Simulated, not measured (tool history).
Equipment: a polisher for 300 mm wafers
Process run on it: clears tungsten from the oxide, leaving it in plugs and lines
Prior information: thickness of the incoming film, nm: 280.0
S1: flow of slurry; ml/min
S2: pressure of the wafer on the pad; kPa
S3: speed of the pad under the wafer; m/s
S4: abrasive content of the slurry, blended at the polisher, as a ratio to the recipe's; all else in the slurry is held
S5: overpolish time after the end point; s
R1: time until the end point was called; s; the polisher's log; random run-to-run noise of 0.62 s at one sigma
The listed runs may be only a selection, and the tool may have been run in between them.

Run 1, hour 0.0: S1 130 ml/min, S2 31.0 kPa, S3 1.24 m/s, S4 1.00, S5 10 s. Result: R1 43.252 s.
Run 2, hour 7.4: S1 110 ml/min, S2 31.0 kPa, S3 1.24 m/s, S4 1.00, S5 10 s. Result: R1 45.262 s.
Run 3, hour 8.1: S1 105 ml/min, S2 28.3 kPa, S3 1.24 m/s, S4 1.00, S5 10 s. Result: R1 48.370 s.
Run 4, hour 15.8: S1 105 ml/min, S2 28.3 kPa, S3 1.24 m/s, S4 1.15, S5 10 s. Result: R1 48.060 s.
Run 5, hour 21.9: S1 105 ml/min, S2 31.0 kPa, S3 1.24 m/s, S4 1.15, S5 10 s. Result: R1 43.178 s.
Run 6, hour 27.8: S1 105 ml/min, S2 35.2 kPa, S3 1.24 m/s, S4 1.15, S5 10 s. Result: R1 38.343 s.
Run 7, hour 34.1: S1 105 ml/min, S2 30.3 kPa, S3 1.24 m/s, S4 1.15, S5 10 s. Result: R1 44.100 s.
Run 8, hour 35.4: S1 105 ml/min, S2 30.3 kPa, S3 1.24 m/s, S4 1.15, S5 10 s. Result: R1 44.526 s.
Run 9, hour 40.4: S1 105 ml/min, S2 27.6 kPa, S3 1.24 m/s, S4 1.15, S5 10 s. Result: R1 48.015 s.
Run 10, hour 44.2: S1 105 ml/min, S2 25.5 kPa, S3 1.24 m/s, S4 1.15, S5 10 s. Result: R1 50.994 s.
Run 11, hour 51.5: S1 105 ml/min, S2 24.1 kPa, S3 1.24 m/s, S4 1.15, S5 10 s. Result: R1 54.259 s.

Predict the results of run 12:
Run 12, hour 57.6: S1 105 ml/min, S2 23.4 kPa, S3 1.24 m/s, S4 1.15, S5 10 s. Result: R1 ?.

R1: 53.508 s
